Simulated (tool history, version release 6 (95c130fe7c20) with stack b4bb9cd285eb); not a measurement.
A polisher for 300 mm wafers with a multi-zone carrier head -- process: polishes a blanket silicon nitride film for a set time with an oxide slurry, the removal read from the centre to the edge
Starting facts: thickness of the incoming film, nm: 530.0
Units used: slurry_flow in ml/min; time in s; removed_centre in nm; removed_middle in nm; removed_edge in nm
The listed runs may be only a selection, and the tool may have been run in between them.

run	hour	slurry_flow	centre_zone	middle_zone	edge_zone	slurry_solids	time	removed_centre	removed_middle	removed_edge
1	0.0	225	1.00	1.00	1.00	1.00	37	21.963	22.098	21.764
2	2.0	225	1.00	1.00	1.00	1.00	46	28.005	26.890	27.541
3	3.6	225	1.00	1.00	1.00	1.10	46	28.949	28.416	28.555
4	9.2	180	1.00	1.00	1.00	1.10	46	27.844	27.537	27.766
# hour 10.5: worn pad replaced by a new one
5	10.5	180	1.04	1.00	1.00	1.10	46	31.583	31.052	30.929
6	16.2	175	0.97	1.04	0.96	0.90	45	26.085	27.423	26.418

The next listed run, before its measurement:
7	24.0	180	0.93	1.04	0.92	0.75	40	?	?	?

Run 7 measured removed_centre 19.856 nm, removed_middle 22.383 nm, removed_edge 20.517 nm.
